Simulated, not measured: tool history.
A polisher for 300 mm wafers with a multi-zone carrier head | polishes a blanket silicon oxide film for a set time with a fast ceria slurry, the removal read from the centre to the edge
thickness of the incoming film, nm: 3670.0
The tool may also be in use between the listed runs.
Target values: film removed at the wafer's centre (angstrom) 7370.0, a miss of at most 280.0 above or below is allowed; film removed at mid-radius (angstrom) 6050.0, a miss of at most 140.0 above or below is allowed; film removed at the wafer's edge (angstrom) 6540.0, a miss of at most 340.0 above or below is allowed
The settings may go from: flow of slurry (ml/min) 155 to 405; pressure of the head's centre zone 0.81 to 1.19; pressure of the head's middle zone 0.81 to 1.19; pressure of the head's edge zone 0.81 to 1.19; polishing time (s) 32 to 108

run  hour  flow of slurry (ml/min)  pressure of the head's centre zone  pressure of the head's middle zone  pressure of the head's edge zone  polishing time (s)  film removed at the wafer's centre (angstrom)  film removed at mid-radius (angstrom)  film removed at the wafer's edge (angstrom)
  1   0.0                      260                                1.00                                1.00                              1.00                  70                                        11880.0                                11716.0                                      12036.0
  2   3.6                      260                                1.00                                1.00                              0.96                  70                                        12168.0                                11619.0                                      11999.0
  3   7.7                      240                                1.01                                0.98                              0.92                  59                                         9943.9                                 9509.2                                      10070.0
  4  11.8                      240                                0.97                                0.98                              0.92                  59                                         9561.5                                 9557.0                                      10017.0
  5  18.2                      240                                1.03                                0.98                              0.92                  59                                        10146.0                                 9436.6                                       9815.3
  6  25.5                      235                                1.05                                0.96                              0.90                  52                                         9228.7                                 8235.6                                       8662.6
  7  30.1                      235                                1.06                                0.94                              0.88                  48                                         8462.1                                 7492.6                                       8034.6
  8  33.6                      240                                1.15                                0.90                              0.81                  35                                         6732.6                                 5276.3                                       5556.3
  9  38.9                      245                                1.15                                0.92                              0.85                  35                                         6707.1                                 5354.6                                       5642.8
 10  41.7                      240                                1.14                                0.92                              0.87                  37                                         7070.8                                 5600.6                                       5930.5
 11  42.5                      260                                1.10                                0.96                              0.97                  37                                         6792.3                                 5898.9                                       6509.7

Pick the move, out of 5, that brings all results within their allowed miss; only one does.
  A  43.3                      225                                1.13                                0.93                              1.01                  42                                              ?                                      ?                                            ?
  B  43.3                      325                                1.15                                0.93                              1.02                  40                                              ?                                      ?                                            ?
  C  43.3                      220                                1.17                                0.98                              0.99                  38                                              ?                                      ?                                            ?
  D  43.3                      240                                1.14                                0.89                              0.99                  43                                              ?                                      ?                                            ?
  E  43.3                      210                                1.04                                0.85                              1.08                  43                                              ?                                      ?                                            ?

move  film removed at the wafer's centre (angstrom)  film removed at mid-radius (angstrom)  film removed at the wafer's edge (angstrom)
   A                                         7966.7                                 6467.1                                       7324.8
   B                                         8104.0                                 6432.8                                       7245.3
   C                                         7439.9                                 6092.3                                       6541.3
   D                                         8310.0                                 6441.5                                       7479.9
   E                                         7411.0                                 6083.8                                       7705.2
A: carries the result that was furthest off beyond its target, to the other side
B: carries the result that was furthest off beyond its target, to the other side
C: all results in spec
D: carries the result that was furthest off beyond its target, to the other side
E: corrects the largest miss of the last run, while another result sits out of spec
So the answer is move C, the one that meets all the targets.
